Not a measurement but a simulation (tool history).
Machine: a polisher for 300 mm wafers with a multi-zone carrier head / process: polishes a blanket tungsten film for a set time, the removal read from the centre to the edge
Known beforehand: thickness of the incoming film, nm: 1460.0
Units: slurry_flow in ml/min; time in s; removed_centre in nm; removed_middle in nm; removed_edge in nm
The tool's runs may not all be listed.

{"run": 1, "day": 0.0, "slurry_flow": 290, "centre_zone": 1.0, "middle_zone": 1.0, "edge_zone": 1.0, "slurry_solids": 1.0, "time": 83, "removed_centre": 621.83, "removed_middle": 603.13, "removed_edge": 575.29}
{"run": 2, "day": 0.267, "slurry_flow": 235, "centre_zone": 1.0, "middle_zone": 1.0, "edge_zone": 1.0, "slurry_solids": 1.0, "time": 83, "removed_centre": 627.28, "removed_middle": 602.72, "removed_edge": 562.29}
{"run": 3, "day": 0.433, "slurry_flow": 260, "centre_zone": 1.03, "middle_zone": 0.98, "edge_zone": 1.05, "slurry_solids": 1.15, "time": 85, "removed_centre": 664.69, "removed_middle": 627.54, "removed_edge": 626.46}
{"run": 4, "day": 0.533, "slurry_flow": 200, "centre_zone": 1.03, "middle_zone": 0.98, "edge_zone": 1.05, "slurry_solids": 1.15, "time": 85, "removed_centre": 650.33, "removed_middle": 601.14, "removed_edge": 594.95}
{"run": 5, "day": 0.642, "slurry_flow": 175, "centre_zone": 1.03, "middle_zone": 0.98, "edge_zone": 1.05, "slurry_solids": 1.15, "time": 85, "removed_centre": 616.59, "removed_middle": 603.99, "removed_edge": 578.17}
{"run": 6, "day": 0.679, "slurry_flow": 175, "centre_zone": 1.03, "middle_zone": 0.98, "edge_zone": 1.05, "slurry_solids": 1.25, "time": 85, "removed_centre": 659.75, "removed_middle": 603.65, "removed_edge": 604.07}
{"run": 7, "day": 0.704, "slurry_flow": 225, "centre_zone": 1.05, "middle_zone": 0.99, "edge_zone": 1.07, "slurry_solids": 1.3, "time": 85, "removed_centre": 704.06, "removed_middle": 643.43, "removed_edge": 624.57}

Run 8, settings as shown, results not yet in. Your forecast:
{"day": 1.046, "done": "edge zone pressure recalibrated"}
{"run": 8, "day": 1.046, "slurry_flow": 265, "centre_zone": 1.06, "middle_zone": 0.97, "edge_zone": 1.1, "slurry_solids": 1.35, "time": 86, "removed_centre": "?", "removed_middle": "?", "removed_edge": "?"}

removed_centre: 713.80 nm
removed_middle: 653.73 nm
removed_edge: 706.52 nm

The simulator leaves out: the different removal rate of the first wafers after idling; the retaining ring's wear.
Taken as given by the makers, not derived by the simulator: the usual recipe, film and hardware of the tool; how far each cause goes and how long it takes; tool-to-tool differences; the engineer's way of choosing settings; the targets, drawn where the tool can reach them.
